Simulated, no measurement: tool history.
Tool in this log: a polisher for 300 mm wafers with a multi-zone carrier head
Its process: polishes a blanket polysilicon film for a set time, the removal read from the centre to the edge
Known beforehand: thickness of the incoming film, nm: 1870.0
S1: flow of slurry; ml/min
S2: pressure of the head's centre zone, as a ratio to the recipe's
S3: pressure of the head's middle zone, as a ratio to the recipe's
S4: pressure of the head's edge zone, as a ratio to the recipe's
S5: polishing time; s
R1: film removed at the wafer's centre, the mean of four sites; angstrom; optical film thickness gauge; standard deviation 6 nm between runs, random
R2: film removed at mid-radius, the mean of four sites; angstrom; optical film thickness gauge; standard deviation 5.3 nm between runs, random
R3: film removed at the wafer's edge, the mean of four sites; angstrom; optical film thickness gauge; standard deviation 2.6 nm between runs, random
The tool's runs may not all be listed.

run	hour	S1	S2	S3	S4	S5	R1	R2	R3
1	0.0	180	1.00	1.00	1.00	73	5453.3	5362.1	5377.0
2	6.9	180	1.00	1.00	0.94	73	5382.0	5307.6	5157.6
3	14.5	175	1.02	0.99	0.91	67	5137.5	4802.5	4671.0
4	18.4	170	1.03	0.99	0.89	62	4708.9	4527.7	4289.9
5	19.9	170	1.03	0.99	0.89	79	6064.0	5674.8	5422.3
6	24.8	170	1.04	0.98	0.87	71	5519.2	5231.1	4830.4
7	28.0	165	1.05	0.96	0.87	65	5079.1	4602.1	4397.0
8	29.1	160	1.06	0.95	0.86	61	4680.7	4446.9	4146.6
9	29.8	170	1.08	0.92	0.85	57	4501.2	3911.3	3850.1

Run 10 is up next; what results do you expect?
10	33.5	170	1.09	0.92	0.84	55	?	?	?

For run 10 the tool returned R1 4416.2 angstrom, R2 3835.3 angstrom, R3 3680.4 angstrom.

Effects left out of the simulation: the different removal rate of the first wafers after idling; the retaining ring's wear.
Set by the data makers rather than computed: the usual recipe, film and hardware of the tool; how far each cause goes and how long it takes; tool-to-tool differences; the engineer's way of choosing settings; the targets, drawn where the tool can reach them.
